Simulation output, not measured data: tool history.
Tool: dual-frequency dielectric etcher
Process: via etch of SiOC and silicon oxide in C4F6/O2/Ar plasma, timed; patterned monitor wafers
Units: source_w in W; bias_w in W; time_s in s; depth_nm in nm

run  hour  source_w  bias_w  time_s  depth_nm
  1     0       420     136    51.5    52.653
  2   3.1       420     136    51.5    52.222
  3   9.3       390     131    51.5    51.581
  4  15.8       360     131    51.5    49.436
  5  23.3       360     146    51.5    51.002
  6  23.8       340     139      51     49.01
  7  30.7       330     134    50.5    47.616

The next listed run, before its measurement:
  8  38.8       320     131    50.5         ?

{"run 8": {"depth_nm": 46.391}}
